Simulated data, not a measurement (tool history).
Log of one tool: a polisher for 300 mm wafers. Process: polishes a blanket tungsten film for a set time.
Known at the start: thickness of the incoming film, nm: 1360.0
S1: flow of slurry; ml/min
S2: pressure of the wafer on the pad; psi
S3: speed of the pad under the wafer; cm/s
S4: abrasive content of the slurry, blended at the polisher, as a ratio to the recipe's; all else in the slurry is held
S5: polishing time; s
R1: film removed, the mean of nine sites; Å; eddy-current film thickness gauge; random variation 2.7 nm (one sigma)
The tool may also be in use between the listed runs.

run	day	S1	S2	S3	S4	S5	R1
1	0	175	4.6	142	1	38	3319.2
2	0.096	205	4.6	142	1	38	3394.6
3	0.283	205	4.4	142	1	38	3260
4	0.562	205	4.4	142	1	34	2896.8
5	0.858	205	4.4	170	1	34	3340.3
6	1.008	205	4.3	170	1	34	3197.2
7	1.125	205	4.2	170	1	34	3220.9
8	1.417	205	4.1	170	1	34	3145.4
9	1.708	205	4	170	1	34	3077.8
10	1.783	205	3.9	170	1	34	3019.9
11	1.817	205	3.9	170	1	34	2953.1
12	2.021	205	3.8	170	1	34	2948.3

For run 13, what comes out?
13	2.108	205	3.7	170	1	34	?

{"run 13": {"R1": 2887.9}}
